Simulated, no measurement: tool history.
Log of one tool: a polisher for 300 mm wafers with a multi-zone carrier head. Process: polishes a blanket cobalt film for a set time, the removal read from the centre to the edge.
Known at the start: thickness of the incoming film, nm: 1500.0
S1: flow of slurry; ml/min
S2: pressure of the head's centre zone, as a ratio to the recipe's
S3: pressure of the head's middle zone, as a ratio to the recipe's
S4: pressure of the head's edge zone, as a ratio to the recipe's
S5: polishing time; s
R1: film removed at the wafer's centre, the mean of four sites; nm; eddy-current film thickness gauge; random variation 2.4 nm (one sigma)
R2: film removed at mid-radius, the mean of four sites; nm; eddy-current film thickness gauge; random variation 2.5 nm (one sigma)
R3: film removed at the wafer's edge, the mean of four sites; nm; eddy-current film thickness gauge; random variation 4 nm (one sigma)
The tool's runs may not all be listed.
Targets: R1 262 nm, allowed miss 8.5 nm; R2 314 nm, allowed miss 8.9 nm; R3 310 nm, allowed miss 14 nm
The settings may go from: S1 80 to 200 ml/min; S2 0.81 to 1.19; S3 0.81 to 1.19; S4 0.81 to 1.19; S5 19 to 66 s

run,day,S1,S2,S3,S4,S5,R1,R2,R3
1,0,130,1,1,1,42,249.81,241.02,249.97
2,0.312,150,1,1,1,42,256.77,247.16,256.66
3,0.404,160,0.98,1.04,1.04,43,266.55,264.86,269.15
4,0.496,160,0.98,1.12,1.04,43,265.17,289.52,269.95
5,0.529,160,0.95,1.12,1.07,44,261.66,294.16,278.79
6,0.871,160,0.95,1.12,1.07,36,210.67,239.36,221.41
7,1.154,160,0.94,1.12,1.1,39,226.48,260.55,249.63
8,1.242,160,0.94,1.13,1.12,40,235.04,270.08,257.35
9,1.271,160,0.94,1.13,1.12,40,233.38,270.23,260.07
10,1.5,160,0.94,1.14,1.14,41,240.6,276.44,266.94
11,1.754,165,0.93,1.14,1.15,42,246.64,286.06,275.18
12,2.058,165,0.92,1.14,1.16,43,250.12,288.94,288.76
13,2.367,170,0.91,1.15,1.17,43,245.98,291.11,285.4
14,2.583,165,0.91,1.15,1.17,44,249.25,304.34,291.7
15,2.75,170,0.91,1.15,1.18,44,251.02,300.08,293.95

Which of these 5 next moves meets every target?
A,2.917,190,0.86,1.08,1.1,47,?,?,?
B,2.917,160,0.86,1.14,1.19,43,?,?,?
C,2.917,200,0.94,1,1.11,47,?,?,?
D,2.917,200,1.03,1.19,1.09,43,?,?,?
E,2.917,170,0.86,1.13,1.19,49,?,?,?

move,R1,R2,R3
A,260.03,314.96,305.67
B,230.55,293.39,285.05
C,286.7,297.14,309.12
D,288,315.33,279.51
E,265.84,335.31,327.36
A: meets every target
B: further off than the last run
C: further off than the last run
D: brings the result that was furthest off to its target, and leaves another outside
E: takes the result that was furthest off past its target
The right move is A.
